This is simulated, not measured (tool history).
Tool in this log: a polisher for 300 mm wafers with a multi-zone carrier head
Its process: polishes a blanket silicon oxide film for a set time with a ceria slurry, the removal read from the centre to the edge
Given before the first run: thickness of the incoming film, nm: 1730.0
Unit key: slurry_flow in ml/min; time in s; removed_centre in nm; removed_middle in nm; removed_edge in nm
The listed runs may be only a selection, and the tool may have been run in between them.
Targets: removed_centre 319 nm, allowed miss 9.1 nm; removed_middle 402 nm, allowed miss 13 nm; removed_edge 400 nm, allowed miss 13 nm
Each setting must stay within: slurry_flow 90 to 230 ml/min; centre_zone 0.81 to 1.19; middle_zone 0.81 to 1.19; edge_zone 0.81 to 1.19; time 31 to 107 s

run 1 day=0 | slurry_flow=150 centre_zone=1 middle_zone=1 edge_zone=1 time=69 | removed_centre=549.47 removed_middle=545.22 removed_edge=549.94
run 2 day=0.225 | slurry_flow=175 centre_zone=1 middle_zone=1 edge_zone=1 time=69 | removed_centre=572.68 removed_middle=559.19 removed_edge=551.64
run 3 day=0.512 | slurry_flow=160 centre_zone=0.95 middle_zone=1 edge_zone=0.99 time=65 | removed_centre=501.36 removed_middle=529.72 removed_edge=507.54
run 4 day=0.642 | slurry_flow=160 centre_zone=0.95 middle_zone=1 edge_zone=0.99 time=74 | removed_centre=572.55 removed_middle=594.93 removed_edge=590.47
run 5 day=0.929 | slurry_flow=135 centre_zone=0.95 middle_zone=1 edge_zone=0.99 time=74 | removed_centre=553.45 removed_middle=574.56 removed_edge=571.53
run 6 day=1.042 | slurry_flow=135 centre_zone=0.95 middle_zone=1 edge_zone=0.99 time=68 | removed_centre=502.09 removed_middle=531.77 removed_edge=527.17
run 7 day=1.079 | slurry_flow=125 centre_zone=0.92 middle_zone=0.99 edge_zone=0.99 time=64 | removed_centre=447.62 removed_middle=483.15 removed_edge=493.46
run 8 day=1.375 | slurry_flow=120 centre_zone=0.89 middle_zone=0.99 edge_zone=0.98 time=61 | removed_centre=416.3 removed_middle=461.64 removed_edge=465.7

Consider the 5 candidate settings below. Which is the only one whose results all fall within their allowed miss of target?
run A day=1.671 | slurry_flow=135 centre_zone=0.82 middle_zone=1.17 edge_zone=1.08 time=50 | removed_centre=? removed_middle=? removed_edge=?
run B day=1.671 | slurry_flow=160 centre_zone=1.19 middle_zone=0.87 edge_zone=0.9 time=51 | removed_centre=? removed_middle=? removed_edge=?
run C day=1.671 | slurry_flow=105 centre_zone=0.88 middle_zone=0.93 edge_zone=1.01 time=53 | removed_centre=? removed_middle=? removed_edge=?
run D day=1.671 | slurry_flow=125 centre_zone=0.82 middle_zone=1.04 edge_zone=1.05 time=51 | removed_centre=? removed_middle=? removed_edge=?
run E day=1.671 | slurry_flow=150 centre_zone=0.81 middle_zone=1.19 edge_zone=0.96 time=55 | removed_centre=? removed_middle=? removed_edge=?

move=A removed_centre=324.17 removed_middle=439.39 removed_edge=407.56
move=B removed_centre=499.36 removed_middle=368.71 removed_edge=391.83
move=C removed_centre=342.64 removed_middle=365.69 removed_edge=401.08
move=D removed_centre=323.79 removed_middle=401.43 removed_edge=405.47
move=E removed_centre=361.14 removed_middle=500.95 removed_edge=429.91
A: the worst result of the last run now meets its target, but another is out of spec
B: further off than the last run
C: moves toward the targets from the last run without getting all of them in spec
D: meets every target
E: moves toward the targets from the last run without getting all of them in spec
Answer: D
